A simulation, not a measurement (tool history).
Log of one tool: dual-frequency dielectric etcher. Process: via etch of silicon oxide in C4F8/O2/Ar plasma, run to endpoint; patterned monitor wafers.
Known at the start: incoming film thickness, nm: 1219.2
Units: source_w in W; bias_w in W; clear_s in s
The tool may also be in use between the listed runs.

run,hour,source_w,bias_w,clear_s
1,0,1410,1512,300.3
2,7.4,1320,1474,309.88
3,15.7,1320,1652,301.84
4,22.9,1240,1610,310.13
5,25.9,1420,1610,290.6
6,27.9,1260,1610,305.46
7,36,1260,1610,310.32

The next listed run, before its measurement:
8,42.6,1200,1589,?

clear_s: 317.44 s
